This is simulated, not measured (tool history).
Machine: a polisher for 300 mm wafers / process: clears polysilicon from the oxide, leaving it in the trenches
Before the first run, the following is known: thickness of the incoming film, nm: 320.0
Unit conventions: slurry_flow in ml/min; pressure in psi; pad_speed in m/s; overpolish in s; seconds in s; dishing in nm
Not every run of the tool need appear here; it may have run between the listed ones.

run 1 hour=0 | slurry_flow=145 pressure=2.8 pad_speed=0.78 overpolish=11 | seconds=29.441 dishing=49.289
run 2 hour=5.4 | slurry_flow=145 pressure=2.8 pad_speed=0.78 overpolish=7 | seconds=29.76 dishing=40.527
run 3 hour=7.8 | slurry_flow=145 pressure=2.7 pad_speed=0.78 overpolish=8 | seconds=30.456 dishing=41.696
run 4 hour=11.9 | slurry_flow=145 pressure=2.7 pad_speed=0.9 overpolish=8 | seconds=26.695 dishing=46.261
run 5 hour=20.2 | slurry_flow=145 pressure=2.7 pad_speed=0.9 overpolish=13 | seconds=26.737 dishing=53.907
-- hour=23.3 worn pad replaced by a new one
run 6 hour=23.3 | slurry_flow=145 pressure=2.4 pad_speed=0.9 overpolish=13 | seconds=26.554 dishing=53.133
run 7 hour=32.2 | slurry_flow=140 pressure=2.2 pad_speed=0.88 overpolish=13 | seconds=30.235 dishing=53.267

Forecast run 8:
run 8 hour=40.1 | slurry_flow=140 pressure=2.1 pad_speed=0.88 overpolish=12 | seconds=? dishing=?

{"run 8": {"seconds": 31.552, "dishing": 50.404}}

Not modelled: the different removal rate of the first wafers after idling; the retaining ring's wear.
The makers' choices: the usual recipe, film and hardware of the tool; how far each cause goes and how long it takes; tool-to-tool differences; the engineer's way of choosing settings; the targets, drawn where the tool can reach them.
